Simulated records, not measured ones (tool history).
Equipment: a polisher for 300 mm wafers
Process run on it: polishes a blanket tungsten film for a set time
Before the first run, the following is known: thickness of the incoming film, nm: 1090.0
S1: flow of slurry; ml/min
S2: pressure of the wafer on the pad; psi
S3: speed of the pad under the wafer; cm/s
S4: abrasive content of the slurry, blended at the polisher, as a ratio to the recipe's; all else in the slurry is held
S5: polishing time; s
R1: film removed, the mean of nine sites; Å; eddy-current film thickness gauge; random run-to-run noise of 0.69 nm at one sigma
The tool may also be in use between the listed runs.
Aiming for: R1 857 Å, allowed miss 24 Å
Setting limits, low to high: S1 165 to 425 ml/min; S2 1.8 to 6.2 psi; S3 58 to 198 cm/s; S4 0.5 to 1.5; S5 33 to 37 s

run 1 day=0 | S1=275 S2=4 S3=128 S4=1 S5=37 | R1=2323.9
run 2 day=0.325 | S1=275 S2=4 S3=128 S4=0.9 S5=37 | R1=2228.4
run 3 day=0.392 | S1=275 S2=4 S3=128 S4=0.9 S5=37 | R1=2250.5
run 4 day=0.521 | S1=275 S2=4 S3=160 S4=0.9 S5=37 | R1=2792.8
run 5 day=0.833 | S1=275 S2=4 S3=160 S4=1.1 S5=37 | R1=2917.5
run 6 day=1.096 | S1=275 S2=4 S3=160 S4=1.2 S5=37 | R1=3048.8
run 7 day=1.242 | S1=275 S2=3.7 S3=144 S4=1.2 S5=37 | R1=2527.9
run 8 day=1.279 | S1=275 S2=3.4 S3=130 S4=1.2 S5=37 | R1=2101
-- day=1.329 slurry blender recalibrated
run 9 day=1.329 | S1=275 S2=3.1 S3=120 S4=1.2 S5=37 | R1=1944.9
run 10 day=1.533 | S1=270 S2=2.9 S3=110 S4=1.15 S5=36 | R1=1602.5
run 11 day=1.571 | S1=265 S2=2.7 S3=102 S4=1.15 S5=36 | R1=1386.8
run 12 day=1.925 | S1=255 S2=2.6 S3=98 S4=1.15 S5=36 | R1=1292.8
run 13 day=2.254 | S1=230 S2=1.8 S3=70 S4=1.15 S5=36 | R1=648.61
run 14 day=2.575 | S1=250 S2=1.8 S3=70 S4=1.15 S5=36 | R1=666.04
run 15 day=2.946 | S1=265 S2=1.9 S3=70 S4=1.15 S5=36 | R1=704.63
run 16 day=3.188 | S1=280 S2=2 S3=70 S4=1.15 S5=36 | R1=735.84
run 17 day=3.412 | S1=345 S2=2.5 S3=70 S4=1.15 S5=36 | R1=938.88
run 18 day=3.617 | S1=335 S2=2.5 S3=70 S4=1.15 S5=36 | R1=933.43
run 19 day=3.7 | S1=325 S2=2.5 S3=70 S4=1.15 S5=36 | R1=917.92
run 20 day=3.792 | S1=320 S2=2.5 S3=70 S4=1.15 S5=36 | R1=920.62
run 21 day=3.996 | S1=310 S2=2.5 S3=70 S4=1.15 S5=36 | R1=913.41
run 22 day=4.262 | S1=305 S2=2.5 S3=70 S4=1.15 S5=36 | R1=916.67
run 23 day=4.583 | S1=305 S2=2.5 S3=70 S4=1.15 S5=36 | R1=898.77

Exactly one of the 4 candidate moves below puts every result within its allowed miss. Which one?
run A day=4.904 | S1=245 S2=2.3 S3=86 S4=0.9 S5=37 | R1=?
run B day=4.904 | S1=380 S2=2.2 S3=64 S4=1.2 S5=37 | R1=?
run C day=4.904 | S1=240 S2=3.1 S3=64 S4=0.9 S5=33 | R1=?
run D day=4.904 | S1=305 S2=2.2 S3=74 S4=1.15 S5=34 | R1=?

move=A R1=965.55
move=B R1=797.46
move=C R1=863.07
move=D R1=814.53
A: the biggest miss grows against the last run
B: carries the result that was furthest off beyond its target, to the other side
C: each result inside its tolerance
D: carries the result that was furthest off beyond its target, to the other side
Correct choice: C, which meets every target

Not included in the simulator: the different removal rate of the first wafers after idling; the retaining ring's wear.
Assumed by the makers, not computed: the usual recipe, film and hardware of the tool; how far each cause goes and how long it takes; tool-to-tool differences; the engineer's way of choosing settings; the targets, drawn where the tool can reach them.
